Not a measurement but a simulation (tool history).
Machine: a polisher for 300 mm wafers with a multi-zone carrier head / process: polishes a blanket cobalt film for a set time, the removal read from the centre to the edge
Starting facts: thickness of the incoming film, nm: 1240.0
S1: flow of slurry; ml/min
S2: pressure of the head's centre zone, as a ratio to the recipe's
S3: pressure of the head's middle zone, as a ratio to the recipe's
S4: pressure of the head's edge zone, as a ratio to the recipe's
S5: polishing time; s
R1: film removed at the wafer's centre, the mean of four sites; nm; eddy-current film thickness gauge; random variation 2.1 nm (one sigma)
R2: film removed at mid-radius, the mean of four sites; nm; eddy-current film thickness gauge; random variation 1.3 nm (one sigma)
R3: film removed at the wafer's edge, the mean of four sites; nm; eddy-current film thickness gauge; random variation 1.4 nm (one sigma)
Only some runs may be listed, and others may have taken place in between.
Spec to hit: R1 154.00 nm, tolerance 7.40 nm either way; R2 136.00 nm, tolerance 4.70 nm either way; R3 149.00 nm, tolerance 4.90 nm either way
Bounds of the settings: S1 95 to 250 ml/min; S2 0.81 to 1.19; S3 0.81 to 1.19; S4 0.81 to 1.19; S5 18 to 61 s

| run | hour | S1 | S2 | S3 | S4 | S5 | R1 | R2 | R3 |
|---|---|---|---|---|---|---|---|---|---|
| 1 | 0.0 | 160 | 1.00 | 1.00 | 1.00 | 39 | 159.57 | 156.27 | 162.37 |
| 2 | 5.4 | 175 | 1.00 | 1.00 | 1.00 | 39 | 159.90 | 160.26 | 164.67 |
| 3 | 8.5 | 160 | 1.01 | 0.97 | 0.98 | 39 | 159.10 | 153.75 | 164.63 |
| 4 | 12.6 | 150 | 1.04 | 0.97 | 0.97 | 38 | 158.81 | 149.02 | 159.29 |
| 5 | 14.5 | 150 | 1.04 | 0.97 | 0.97 | 48 | 198.67 | 190.18 | 199.00 |
| 6 | 15.0 | 150 | 1.05 | 0.95 | 0.95 | 44 | 190.43 | 169.76 | 181.34 |
| 7 | 21.0 | 145 | 1.03 | 0.94 | 0.93 | 42 | 173.45 | 158.83 | 170.12 |
| 8 | 24.8 | 140 | 1.02 | 0.92 | 0.90 | 41 | 167.11 | 152.76 | 164.51 |
| 9 | 33.1 | 135 | 1.02 | 0.91 | 0.88 | 40 | 158.54 | 145.61 | 157.42 |
| 10 | 37.9 | 130 | 1.03 | 0.90 | 0.86 | 40 | 165.32 | 145.88 | 154.89 |
| 11 | 44.3 | 125 | 1.02 | 0.89 | 0.85 | 40 | 160.04 | 141.84 | 155.17 |
| 12 | 50.9 | 120 | 1.02 | 0.89 | 0.84 | 40 | 157.81 | 139.95 | 151.61 |
| 13 | 51.8 | 115 | 1.02 | 0.89 | 0.84 | 40 | 159.42 | 140.95 | 153.97 |

Which of these 4 next moves meets every target?
| A | 52.7 | 95 | 0.97 | 0.89 | 0.83 | 44 | ? | ? | ? |
| B | 52.7 | 100 | 1.02 | 0.92 | 0.81 | 41 | ? | ? | ? |
| C | 52.7 | 95 | 1.01 | 0.87 | 0.81 | 40 | ? | ? | ? |
| D | 52.7 | 140 | 1.02 | 0.89 | 0.81 | 40 | ? | ? | ? |

| move | R1 | R2 | R3 |
|---|---|---|---|
| A | 159.59 | 152.27 | 164.28 |
| B | 157.81 | 146.91 | 152.60 |
| C | 151.09 | 135.82 | 148.21 |
| D | 162.35 | 146.14 | 153.95 |
A: its largest miss is bigger than the last run's
B: its largest miss is bigger than the last run's
C: all results in spec
D: its largest miss is bigger than the last run's
The right move is C.
